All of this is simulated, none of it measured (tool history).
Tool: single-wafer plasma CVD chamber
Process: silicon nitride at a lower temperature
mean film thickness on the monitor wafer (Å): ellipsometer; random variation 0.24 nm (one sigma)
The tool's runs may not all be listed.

run	day	heater temperature setpoint (K)	chamber pressure (Pa)	RF power (W)	deposition time (s)	mean film thickness on the monitor wafer (Å)
1	0	633.15	144	305	43.5	422.02
2	0.204	633.15	144	265	43.5	378.2
3	0.329	633.15	157	295	43.7	430.59
4	0.517	633.15	169	310	43.8	459.37
5	0.567	633.15	177	320	43.9	484.52
6	0.7	633.15	188	320	43.9	491.08
7	1.071	633.15	191	330	44	505.74

The next listed run, before its measurement:
8	1.212	633.15	193	335	44.1	?

mean film thickness on the monitor wafer (Å): 512.38
